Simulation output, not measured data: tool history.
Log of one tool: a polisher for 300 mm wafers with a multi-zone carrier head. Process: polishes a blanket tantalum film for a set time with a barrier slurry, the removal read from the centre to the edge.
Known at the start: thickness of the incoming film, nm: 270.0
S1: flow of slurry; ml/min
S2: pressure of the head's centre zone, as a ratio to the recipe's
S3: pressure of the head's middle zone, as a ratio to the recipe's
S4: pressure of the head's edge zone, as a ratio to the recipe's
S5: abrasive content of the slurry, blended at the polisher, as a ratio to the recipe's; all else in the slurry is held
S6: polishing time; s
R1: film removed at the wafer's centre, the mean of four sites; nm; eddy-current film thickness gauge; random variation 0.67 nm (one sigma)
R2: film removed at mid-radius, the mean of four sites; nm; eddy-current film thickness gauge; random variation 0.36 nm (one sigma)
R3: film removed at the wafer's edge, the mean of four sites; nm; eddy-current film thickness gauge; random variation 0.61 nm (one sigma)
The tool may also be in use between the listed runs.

run 1 hour=0.0 | S1=290 S2=1.00 S3=1.00 S4=1.00 S5=1.00 S6=46 | R1=81.226 R2=80.144 R3=83.161
run 2 hour=8.9 | S1=290 S2=1.00 S3=0.99 S4=0.98 S5=0.90 S6=44 | R1=78.017 R2=74.402 R3=75.552
run 3 hour=17.8 | S1=285 S2=0.97 S3=0.97 S4=0.97 S5=0.85 S6=43 | R1=69.682 R2=69.960 R3=73.178
run 4 hour=26.1 | S1=285 S2=0.97 S3=1.04 S4=0.97 S5=0.85 S6=43 | R1=72.674 R2=74.872 R3=71.970
run 5 hour=27.5 | S1=285 S2=0.97 S3=1.02 S4=0.95 S5=0.80 S6=42 | R1=69.659 R2=69.705 R3=70.151
run 6 hour=34.4 | S1=285 S2=0.97 S3=1.02 S4=0.94 S5=0.75 S6=41 | R1=64.914 R2=67.241 R3=66.445

Forecast run 7:
run 7 hour=41.7 | S1=285 S2=0.98 S3=1.01 S4=0.93 S5=0.70 S6=40 | R1=? R2=? R3=?

{"run 7": {"R1": 62.86, "R2": 63.878, "R3": 61.537}}
